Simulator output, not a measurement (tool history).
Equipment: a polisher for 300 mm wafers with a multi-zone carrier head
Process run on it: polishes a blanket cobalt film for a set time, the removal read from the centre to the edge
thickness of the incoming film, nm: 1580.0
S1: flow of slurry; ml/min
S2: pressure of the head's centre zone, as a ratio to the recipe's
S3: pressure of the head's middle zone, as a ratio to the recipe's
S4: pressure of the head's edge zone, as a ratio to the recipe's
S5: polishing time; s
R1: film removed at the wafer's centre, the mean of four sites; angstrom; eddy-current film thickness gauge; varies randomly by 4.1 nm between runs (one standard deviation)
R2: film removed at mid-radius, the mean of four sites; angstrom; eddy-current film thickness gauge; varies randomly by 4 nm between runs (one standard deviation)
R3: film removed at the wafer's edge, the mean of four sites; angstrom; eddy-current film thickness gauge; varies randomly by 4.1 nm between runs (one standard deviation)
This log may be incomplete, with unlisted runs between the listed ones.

run,hour,S1,S2,S3,S4,S5,R1,R2,R3
1,0,305,1,1,1,75,3534.6,3753.5,3894.4
2,6.6,305,1,0.92,1,75,3462.5,3591.9,3881
3,12.9,305,1,0.91,0.99,74,3362.6,3472.5,3782.9
4,18.7,305,1,0.91,0.99,91,4263.4,4152.1,4696
5,26.1,305,1.03,0.91,0.99,91,4481.1,4278.7,4614.6
6,27.8,305,1.03,0.84,0.99,91,4321.3,3969.8,4559.5
7,29.3,305,1.02,0.84,0.98,89,4341.8,3956.6,4475.3
8,35,305,1.01,0.84,0.97,86,4056.1,3822.9,4419.9
9,40.5,295,1.04,0.92,0.91,65,3078.5,3042.5,3153.8
# hour 46.5: centre zone pressure recalibrated
10,46.5,295,1.04,0.92,0.92,65,3468.9,3077.8,3249.7
11,48.5,295,1.03,0.92,0.93,65,3392.7,2978.1,3301.9
12,52.9,295,1.03,0.92,0.93,65,3369.3,3055.9,3210.5
13,57.7,295,1.03,0.92,0.93,65,3400.1,3050.6,3287.4
14,60.5,295,1.02,0.92,0.93,65,3446.5,3077,3256.9
15,65.9,295,1.02,0.92,0.93,65,3384.2,3041.1,3191.2
16,69.3,295,1.02,0.92,0.93,65,3430.7,3086.3,3213.1
17,73.9,300,1.02,0.92,0.94,65,3456.9,3026.7,3222
18,79.1,290,1.02,0.92,0.95,65,3381.8,3111.4,3264.3

The next listed run, before its measurement:
19,81.4,295,1.02,0.92,0.95,65,?,?,?

Logged for run 19: R1 3346.8 angstrom, R2 3049 angstrom, R3 3257.3 angstrom.

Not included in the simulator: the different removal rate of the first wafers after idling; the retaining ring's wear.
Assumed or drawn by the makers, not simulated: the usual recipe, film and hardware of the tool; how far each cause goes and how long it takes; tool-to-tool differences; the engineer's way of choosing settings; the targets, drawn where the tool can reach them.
